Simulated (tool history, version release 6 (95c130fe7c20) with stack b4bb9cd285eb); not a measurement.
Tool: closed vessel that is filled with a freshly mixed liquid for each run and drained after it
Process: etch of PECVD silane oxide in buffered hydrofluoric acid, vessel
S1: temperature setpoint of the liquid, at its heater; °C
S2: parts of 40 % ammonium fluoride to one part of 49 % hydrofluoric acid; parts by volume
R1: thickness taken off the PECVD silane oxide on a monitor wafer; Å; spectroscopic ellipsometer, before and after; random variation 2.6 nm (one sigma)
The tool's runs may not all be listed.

{"run": 1, "hour": 0.0, "S1": 23, "S2": 11.0, "time in the liquid (s)": 100, "R1": 3087.9}
{"run": 2, "hour": 1.8, "S1": 23, "S2": 11.0, "time in the liquid (s)": 100, "R1": 3080.1}
{"run": 3, "hour": 2.5, "S1": 25, "S2": 11.0, "time in the liquid (s)": 100, "R1": 3458.6}
{"run": 4, "hour": 11.5, "S1": 25, "S2": 13.5, "time in the liquid (s)": 100, "R1": 2809.9}
{"run": 5, "hour": 19.8, "S1": 25, "S2": 13.5, "time in the liquid (s)": 105, "R1": 2957.2}
{"run": 6, "hour": 25.1, "S1": 27, "S2": 13.5, "time in the liquid (s)": 105, "R1": 3262.5}
{"run": 7, "hour": 29.3, "S1": 28, "S2": 13.0, "time in the liquid (s)": 105, "R1": 3582.4}

Forecast run 8:
{"run": 8, "hour": 32.9, "S1": 29, "S2": 13.0, "time in the liquid (s)": 105, "R1": "?"}

R1: 3820.7 Å

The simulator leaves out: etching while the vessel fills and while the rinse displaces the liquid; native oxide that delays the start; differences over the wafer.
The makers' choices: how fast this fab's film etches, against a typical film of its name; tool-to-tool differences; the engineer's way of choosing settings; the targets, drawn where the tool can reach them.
